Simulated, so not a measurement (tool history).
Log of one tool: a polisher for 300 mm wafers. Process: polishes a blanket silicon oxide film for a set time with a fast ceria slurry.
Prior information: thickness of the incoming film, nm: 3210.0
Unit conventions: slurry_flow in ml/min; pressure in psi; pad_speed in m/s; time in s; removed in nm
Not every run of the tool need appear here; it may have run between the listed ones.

run,hour,slurry_flow,pressure,pad_speed,time,removed
1,0,195,2.1,1.08,66,892.28
2,0.7,160,2.1,1.08,66,873.97
3,8.2,160,2.1,1.08,69,920.73
4,15.3,160,2.1,1.08,66,871.98
5,20.5,180,2.1,1.08,66,881.91
6,27.1,180,1.9,1.08,66,803.07

The next listed run, before its measurement:
7,31.1,180,2.1,1.08,66,?

{"run 7": {"removed": 898.62}}
